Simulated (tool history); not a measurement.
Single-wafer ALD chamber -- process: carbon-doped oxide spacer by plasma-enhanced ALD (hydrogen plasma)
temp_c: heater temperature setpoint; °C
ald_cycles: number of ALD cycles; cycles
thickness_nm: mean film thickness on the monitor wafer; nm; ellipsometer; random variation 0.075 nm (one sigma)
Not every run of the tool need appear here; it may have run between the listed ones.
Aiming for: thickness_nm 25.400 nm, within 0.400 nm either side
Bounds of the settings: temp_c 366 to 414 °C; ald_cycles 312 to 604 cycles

run	hour	temp_c	ald_cycles	thickness_nm
1	0.0	390	458	21.861
2	8.3	390	481	23.064
3	14.8	380	481	22.778
4	20.3	386	481	22.829
5	28.2	381	481	22.950
6	37.7	381	497	23.734
7	46.2	381	507	24.141
# hour 50.6: thermocouple changed; heater temperature recalibrated
8	50.6	381	515	24.439
9	57.3	381	522	24.807

Exactly one of the 4 candidate moves below puts every result within its allowed miss. Which one?
A	64.0	375	519	?
B	64.0	376	533	?
C	64.0	394	516	?
D	64.0	385	557	?

move	thickness_nm
A	24.724
B	25.390
C	24.581
D	26.534
A: lands further from the targets than the last run did
B: every result lands within tolerance
C: lands further from the targets than the last run did
D: takes the biggest miss from the last run beyond its target
B is the move that brings every result within its allowed miss.

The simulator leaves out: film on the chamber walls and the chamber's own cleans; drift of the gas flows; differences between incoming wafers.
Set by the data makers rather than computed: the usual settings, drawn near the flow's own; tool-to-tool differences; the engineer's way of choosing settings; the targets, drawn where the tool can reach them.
